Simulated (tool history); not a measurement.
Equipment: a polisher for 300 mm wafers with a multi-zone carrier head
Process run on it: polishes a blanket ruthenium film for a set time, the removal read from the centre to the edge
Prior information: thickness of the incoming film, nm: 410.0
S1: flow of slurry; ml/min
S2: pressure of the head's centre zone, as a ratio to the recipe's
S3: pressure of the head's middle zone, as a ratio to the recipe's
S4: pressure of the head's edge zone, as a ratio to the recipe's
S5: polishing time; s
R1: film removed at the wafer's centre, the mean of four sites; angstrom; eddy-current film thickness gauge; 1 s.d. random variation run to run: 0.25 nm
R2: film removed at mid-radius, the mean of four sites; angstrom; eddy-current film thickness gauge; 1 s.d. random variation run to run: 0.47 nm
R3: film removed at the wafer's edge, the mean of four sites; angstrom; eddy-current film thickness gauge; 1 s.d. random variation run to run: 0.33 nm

run 1 hour=0 | S1=160 S2=1 S3=1 S4=1 S5=32 | R1=267.51 R2=269.24 R3=261.82
run 2 hour=4.1 | S1=160 S2=1 S3=1 S4=1 S5=38 | R1=321.1 R2=322.76 R3=309.18
run 3 hour=11.6 | S1=160 S2=1 S3=1 S4=1 S5=41 | R1=341.26 R2=342.78 R3=338.32
run 4 hour=17.6 | S1=190 S2=1 S3=1 S4=1 S5=41 | R1=356.53 R2=357.56 R3=347.77
run 5 hour=25.9 | S1=185 S2=1.01 S3=1 S4=0.97 S5=41 | R1=358.84 R2=357.03 R3=344.68
run 6 hour=29 | S1=150 S2=1.01 S3=1 S4=0.97 S5=41 | R1=336.1 R2=338.59 R3=333.56
run 7 hour=32.2 | S1=160 S2=1.03 S3=1.01 S4=0.96 S5=40 | R1=340.3 R2=346.91 R3=325.88

Estimate the outcome of run 8 from the log above:
run 8 hour=36.6 | S1=165 S2=1.05 S3=1 S4=0.95 S5=40 | R1=? R2=? R3=?

Run 8 came out at R1 345.67 angstrom, R2 336.84 angstrom, R3 328.39 angstrom.
